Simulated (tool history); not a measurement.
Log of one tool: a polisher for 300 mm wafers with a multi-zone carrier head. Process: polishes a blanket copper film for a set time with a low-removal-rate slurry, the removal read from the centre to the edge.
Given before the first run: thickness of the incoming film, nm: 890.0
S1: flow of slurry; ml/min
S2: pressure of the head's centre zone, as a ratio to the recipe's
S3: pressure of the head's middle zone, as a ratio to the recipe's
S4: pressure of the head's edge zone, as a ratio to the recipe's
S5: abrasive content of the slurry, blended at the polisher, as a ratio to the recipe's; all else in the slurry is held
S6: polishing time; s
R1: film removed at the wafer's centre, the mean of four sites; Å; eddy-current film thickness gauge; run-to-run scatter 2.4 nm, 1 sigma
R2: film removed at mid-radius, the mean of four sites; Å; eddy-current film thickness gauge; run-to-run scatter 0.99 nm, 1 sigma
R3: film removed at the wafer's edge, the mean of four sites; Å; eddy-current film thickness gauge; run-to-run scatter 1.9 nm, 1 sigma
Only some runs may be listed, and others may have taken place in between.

run    day   S1    S2    S3    S4    S5  S6      R1      R2      R3
  1      0  235     1     1     1     1  31  1179.5  1196.7  1188.9
  2  0.038  240  1.01     1  1.02  1.05  32  1230.4  1245.5  1269.6
  3  0.288  240  1.01  0.92  1.02  1.05  32  1222.4  1168.9  1241.4
  4  0.658  245  1.03  0.93  1.04   1.1  33  1308.4  1224.2  1298.9
  5  0.825  245  1.03  0.93  1.04  0.95  33  1269.8  1189.5  1289.8
  6  0.983  245  1.03  0.93  1.04  0.95  26  1016.5  940.84  1002.2
  7  1.221  245  1.04  0.93  1.05     1  28  1108.1  1028.4  1113.2
  8  1.412  250  1.06  0.94  1.06  1.05  29  1180.4    1086  1172.1
  9  1.633  255  1.08  0.95  1.07   1.1  30  1271.9    1130  1200.5
 10  1.867  250  1.08  0.95  1.08  1.15  31  1306.8  1183.3  1264.1
 11  1.933  250  1.09  0.95  1.09   1.2  32  1355.9  1230.4    1312

For run 12, what comes out?
 12  2.254  275  1.16  0.93  1.18  1.45  41   ?   ?   ?

R1: 1943.5 Å
R2: 1602.1 Å
R3: 1836 Å

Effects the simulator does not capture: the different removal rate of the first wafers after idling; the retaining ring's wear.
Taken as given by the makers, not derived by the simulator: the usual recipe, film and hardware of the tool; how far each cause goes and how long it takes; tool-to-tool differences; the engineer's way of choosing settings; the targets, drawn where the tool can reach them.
